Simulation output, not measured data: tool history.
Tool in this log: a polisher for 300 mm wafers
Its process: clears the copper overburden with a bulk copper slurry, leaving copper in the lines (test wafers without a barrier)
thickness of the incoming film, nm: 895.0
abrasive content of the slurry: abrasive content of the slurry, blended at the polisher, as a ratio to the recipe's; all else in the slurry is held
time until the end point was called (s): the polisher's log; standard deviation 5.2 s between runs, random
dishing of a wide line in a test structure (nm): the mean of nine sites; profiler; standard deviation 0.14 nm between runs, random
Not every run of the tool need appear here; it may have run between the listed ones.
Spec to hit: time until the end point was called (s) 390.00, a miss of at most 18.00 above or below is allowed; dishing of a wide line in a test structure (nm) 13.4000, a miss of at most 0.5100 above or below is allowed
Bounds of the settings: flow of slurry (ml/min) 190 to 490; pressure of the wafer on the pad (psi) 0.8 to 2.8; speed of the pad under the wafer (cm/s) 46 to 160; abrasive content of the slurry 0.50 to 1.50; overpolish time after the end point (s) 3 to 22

run  hour  flow of slurry (ml/min)  pressure of the wafer on the pad (psi)  speed of the pad under the wafer (cm/s)  abrasive content of the slurry  overpolish time after the end point (s)  time until the end point was called (s)  dishing of a wide line in a test structure (nm)
  1   0.0                      315                                     1.8                                      102                            1.00                                       11                                   187.89                                          39.2860
  2   0.6                      315                                     1.6                                       90                            1.00                                        9                                   233.08                                          26.7830
  3   2.7                      315                                     1.4                                       84                            1.00                                        8                                   291.48                                          20.0980
  4   3.8                      315                                     1.3                                       84                            1.00                                        8                                   317.61                                          18.4990
  5   9.3                      315                                     1.3                                       84                            1.00                                        4                                   318.92                                           9.8644
  6  18.2                      315                                     1.3                                       84                            1.00                                        3                                   310.52                                           7.1996
  7  24.9                      315                                     1.3                                       84                            1.00                                        3                                   317.90                                           7.3333
  8  32.7                      315                                     1.3                                       84                            1.00                                        3                                   313.07                                           7.4362
  9  39.4                      325                                     1.2                                       80                            1.05                                        4                                   344.87                                           8.5700
 10  46.7                      330                                     1.2                                       78                            1.10                                        5                                   360.36                                          10.7710
 11  47.5                      340                                     1.2                                       76                            1.20                                        5                                   362.98                                          10.5900
 12  54.7                      340                                     1.2                                       74                            1.25                                        5                                   370.47                                          10.4440
 13  55.6                      350                                     1.1                                       72                            1.30                                        9                                   405.36                                          16.3800
 14  59.9                      350                                     1.1                                       74                            1.30                                        9                                   396.65                                          16.5230
 15  65.9                      350                                     1.1                                       76                            1.30                                        9                                   393.60                                          16.9750
 16  73.5                      350                                     1.1                                       78                            1.30                                        9                                   381.08                                          17.3620
 17  80.7                      350                                     1.1                                       80                            1.30                                        9                                   369.01                                          17.7970
 18  87.0                      350                                     1.0                                       82                            1.30                                        9                                   395.16                                          16.7000
 19  95.6                      355                                     1.0                                       84                            1.30                                        5                                   385.94                                           9.9874
 20  96.2                      370                                     1.0                                       84                            1.35                                        6                                   383.45                                          11.7440
 21  97.1                      385                                     1.0                                       84                            1.40                                        6                                   379.08                                          11.8300

Of the 4 settings listed for the next run, only one would bring every result within its allowed miss of target. Which one?
  A  98.0                      290                                     1.2                                       78                            1.35                                        7                                        ?                                                ?
  B  98.0                      365                                     0.9                                       90                            1.40                                        7                                        ?                                                ?
  C  98.0                      330                                     1.0                                       90                            1.45                                        5                                        ?                                                ?
  D  98.0                      375                                     1.0                                       90                            1.50                                        7                                        ?                                                ?

move  time until the end point was called (s)  dishing of a wide line in a test structure (nm)
   A                                   348.36                                          15.1270
   B                                   391.49                                          13.4360
   C                                   354.50                                          10.7870
   D                                   350.20                                          14.9570
A: takes the biggest miss from the last run beyond its target
B: every result within its allowed miss
C: moves away from the targets compared with the last run
D: takes the biggest miss from the last run beyond its target
So the answer is move B, the one that meets all the targets.

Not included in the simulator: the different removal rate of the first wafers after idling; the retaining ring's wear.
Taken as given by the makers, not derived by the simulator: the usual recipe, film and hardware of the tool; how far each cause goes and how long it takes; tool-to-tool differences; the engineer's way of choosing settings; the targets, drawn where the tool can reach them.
